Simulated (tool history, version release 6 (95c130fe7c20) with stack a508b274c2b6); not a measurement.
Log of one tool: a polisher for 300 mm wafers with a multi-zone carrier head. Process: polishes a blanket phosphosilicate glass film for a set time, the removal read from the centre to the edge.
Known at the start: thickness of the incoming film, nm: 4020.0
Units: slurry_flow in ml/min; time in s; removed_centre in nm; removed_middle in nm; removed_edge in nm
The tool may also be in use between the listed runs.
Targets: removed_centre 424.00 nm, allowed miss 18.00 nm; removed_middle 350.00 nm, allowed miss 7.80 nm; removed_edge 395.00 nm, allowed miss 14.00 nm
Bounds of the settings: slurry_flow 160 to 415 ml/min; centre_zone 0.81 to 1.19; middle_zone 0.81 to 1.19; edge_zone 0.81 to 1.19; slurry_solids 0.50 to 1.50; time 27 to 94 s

| run | day | slurry_flow | centre_zone | middle_zone | edge_zone | slurry_solids | time | removed_centre | removed_middle | removed_edge |
|---|---|---|---|---|---|---|---|---|---|---|
| 1 | 0.000 | 265 | 1.00 | 1.00 | 1.00 | 1.00 | 60 | 535.03 | 517.28 | 503.72 |
| 2 | 0.304 | 265 | 1.00 | 1.00 | 1.00 | 1.10 | 60 | 560.78 | 551.64 | 513.40 |
| 3 | 0.362 | 260 | 1.00 | 0.96 | 0.95 | 0.95 | 59 | 498.17 | 484.93 | 471.85 |
| 4 | 0.717 | 260 | 1.00 | 0.96 | 0.95 | 0.80 | 59 | 456.49 | 440.49 | 433.35 |
| 5 | 1.033 | 260 | 1.00 | 0.96 | 1.01 | 0.80 | 59 | 457.59 | 437.55 | 441.61 |
| 6 | 1.333 | 295 | 1.00 | 0.96 | 1.01 | 0.80 | 59 | 473.26 | 443.42 | 445.14 |
| 7 | 1.371 | 290 | 1.01 | 0.92 | 1.00 | 0.75 | 59 | 447.30 | 408.29 | 428.13 |
| 8 | 1.471 | 290 | 1.03 | 0.89 | 0.98 | 0.75 | 59 | 452.13 | 400.62 | 419.11 |
| 9 | 1.700 | 285 | 1.04 | 0.87 | 0.99 | 0.75 | 59 | 464.70 | 386.98 | 423.32 |
| 10 | 1.788 | 280 | 1.03 | 0.85 | 0.97 | 0.75 | 59 | 453.32 | 382.41 | 418.18 |
| 11 | 1.854 | 275 | 1.03 | 0.84 | 0.96 | 0.75 | 59 | 463.45 | 376.81 | 410.39 |
| 12 | 2.217 | 270 | 1.01 | 0.83 | 0.96 | 0.75 | 59 | 442.78 | 373.20 | 405.67 |
| 13 | 2.400 | 260 | 1.01 | 0.82 | 0.97 | 0.75 | 59 | 440.73 | 371.20 | 414.89 |

5 next moves are on the table. One of them brings every result within its allowed miss. Which?
| A | 2.583 | 215 | 1.11 | 0.93 | 1.02 | 0.60 | 67 | ? | ? | ? |
| B | 2.583 | 270 | 0.97 | 0.94 | 0.93 | 0.75 | 56 | ? | ? | ? |
| C | 2.583 | 285 | 0.95 | 0.81 | 1.00 | 0.75 | 60 | ? | ? | ? |
| D | 2.583 | 255 | 0.87 | 0.86 | 1.03 | 0.75 | 62 | ? | ? | ? |
| E | 2.583 | 350 | 0.99 | 0.81 | 0.96 | 0.75 | 55 | ? | ? | ? |

| move | removed_centre | removed_middle | removed_edge |
|---|---|---|---|
| A | 448.59 | 386.80 | 399.05 |
| B | 395.73 | 393.28 | 382.26 |
| C | 417.66 | 374.98 | 425.98 |
| D | 389.36 | 401.79 | 441.53 |
| E | 408.16 | 350.70 | 389.27 |
A: further off than the last run
B: further off than the last run
C: further off than the last run
D: further off than the last run
E: meets every target
Answer: E
